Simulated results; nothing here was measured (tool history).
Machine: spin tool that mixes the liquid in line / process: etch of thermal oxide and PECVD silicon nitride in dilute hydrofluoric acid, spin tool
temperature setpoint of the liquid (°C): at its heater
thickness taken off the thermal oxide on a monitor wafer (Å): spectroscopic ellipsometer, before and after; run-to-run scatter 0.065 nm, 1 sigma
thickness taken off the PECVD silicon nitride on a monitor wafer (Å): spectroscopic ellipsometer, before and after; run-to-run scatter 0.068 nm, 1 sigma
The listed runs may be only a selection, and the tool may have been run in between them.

run,hour,temperature setpoint of the liquid (°C),parts of water to one part of 49 % hydrofluoric acid (parts by volume),time under the liquid (s),thickness taken off the thermal oxide on a monitor wafer (Å),thickness taken off the PECVD silicon nitride on a monitor wafer (Å)
1,0.0,25.0,70,180,148.09,94.268
2,7.3,25.0,70,240,199.52,124.710
3,10.7,25.5,80,240,175.04,115.080
4,12.3,25.5,90,245,157.42,103.000
5,14.2,26.0,95,245,150.86,101.220
6,17.5,26.5,100,245,145.05,101.070
7,18.2,26.5,105,245,136.92,94.978

Estimate the outcome of run 8 from the log above:
8,19.8,26.5,110,245,?,?

Run 8 gave thickness taken off the thermal oxide on a monitor wafer (Å) 131.61, thickness taken off the PECVD silicon nitride on a monitor wafer (Å) 90.776.

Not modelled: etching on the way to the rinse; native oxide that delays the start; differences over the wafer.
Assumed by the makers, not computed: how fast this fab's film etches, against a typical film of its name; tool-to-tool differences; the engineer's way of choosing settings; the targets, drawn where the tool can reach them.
